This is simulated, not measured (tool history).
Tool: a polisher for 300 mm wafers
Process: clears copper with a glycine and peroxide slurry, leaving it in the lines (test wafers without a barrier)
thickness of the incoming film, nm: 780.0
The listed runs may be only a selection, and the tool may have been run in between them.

run,hour,flow of slurry (ml/min),pressure of the wafer on the pad (kPa),speed of the pad under the wafer (cm/s),overpolish time after the end point (s),time until the end point was called (s),dishing of a wide line in a test structure (Å)
1,0,255,20.7,94,17,116.24,492.72
2,1.6,255,18.6,94,17,129.07,484.26
3,2.7,255,17.9,94,17,128.56,500.37
4,5.3,255,17.9,94,22,128.71,580.44
5,7.5,255,17.9,104,22,116.47,584.75
6,14.3,220,17.9,104,22,120.76,608.53

Expected results for the next run?
7,16.2,220,17.2,104,21,?,?

{"run 7": {"time until the end point was called (s)": 123.65, "dishing of a wide line in a test structure (Å)": 585.41}}
